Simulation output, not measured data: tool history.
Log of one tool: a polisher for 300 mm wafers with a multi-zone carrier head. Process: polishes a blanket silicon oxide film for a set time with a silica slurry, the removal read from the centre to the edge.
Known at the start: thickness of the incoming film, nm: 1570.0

run    day  flow of slurry (ml/min)  pressure of the head's centre zone  pressure of the head's middle zone  pressure of the head's edge zone  abrasive content of the slurry  polishing time (s)  film removed at the wafer's centre (nm)  film removed at mid-radius (nm)  film removed at the wafer's edge (nm)
  1      0                      165                                   1                                   1                                 1                               1                  73                                    214.8                           214.63                                 215.32
  2  0.117                      165                                   1                                1.03                                 1                               1                  73                                   211.54                           219.73                                 212.28
  3  0.308                      165                                   1                                1.03                              0.92                               1                  73                                   213.71                           219.45                                 204.38
  4  0.442                      165                                   1                                1.03                              0.86                               1                  73                                   215.06                           219.45                                 193.15
  5    0.7                      185                                0.98                                1.07                              0.94                            1.05                  73                                   216.69                           234.82                                 212.72
  6  0.929                      185                                0.98                                1.02                              0.94                            1.05                  73                                   217.42                            224.2                                 210.61

Run 7 comes next. What will it give?
  7  1.071                      195                                0.97                                1.07                                 1                             1.1                  73                                        ?                                ?                                      ?

{"run 7": {"film removed at the wafer's centre (nm)": 220.08, "film removed at mid-radius (nm)": 240.74, "film removed at the wafer's edge (nm)": 224.07}}
